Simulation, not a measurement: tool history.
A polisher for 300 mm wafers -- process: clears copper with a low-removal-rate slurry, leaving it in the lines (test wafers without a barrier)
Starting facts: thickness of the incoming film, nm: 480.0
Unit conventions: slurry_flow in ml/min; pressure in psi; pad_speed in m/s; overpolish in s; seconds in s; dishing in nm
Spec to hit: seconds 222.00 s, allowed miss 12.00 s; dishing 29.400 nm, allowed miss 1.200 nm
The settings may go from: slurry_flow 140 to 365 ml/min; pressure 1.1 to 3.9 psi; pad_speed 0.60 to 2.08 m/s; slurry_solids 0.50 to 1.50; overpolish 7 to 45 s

run,hour,slurry_flow,pressure,pad_speed,slurry_solids,overpolish,seconds,dishing
1,0.0,235,2.5,1.34,1.00,23,166.56,41.582
2,8.3,285,2.5,1.34,1.00,23,159.95,42.209
3,14.4,285,2.5,1.34,1.10,23,154.83,42.853
4,17.2,230,2.5,1.34,1.10,23,160.09,41.954
5,25.8,230,2.5,1.34,1.25,23,159.08,43.003
6,32.7,230,2.5,1.34,1.25,33,157.69,56.839
7,38.0,240,2.3,1.34,1.25,30,171.62,49.220
8,42.4,250,1.7,1.28,1.25,19,231.19,26.166
9,51.4,250,1.7,1.28,1.25,20,237.90,26.467

Consider the 5 candidate settings below. Which is the only one whose results all fall within their allowed miss of target?
A,60.4,210,1.9,1.28,1.15,18,?,?
B,60.4,270,1.6,1.28,1.15,26,?,?
C,60.4,200,1.9,0.98,1.10,25,?,?
D,60.4,250,1.5,1.26,1.35,20,?,?
E,60.4,270,1.9,1.16,1.20,21,?,?

move,seconds,dishing
A,214.44,26.387
B,245.16,32.001
C,258.33,29.870
D,254.73,24.625
E,219.17,29.614
A: about the same distance from the targets as the last run
B: the result that was furthest off in the last run now lies on the other side of its target
C: meets the target for the result that was furthest off, but another lies outside its allowed miss
D: its largest miss is bigger than the last run's
E: every result within its allowed miss
So the answer is move E, the one that meets all the targets.
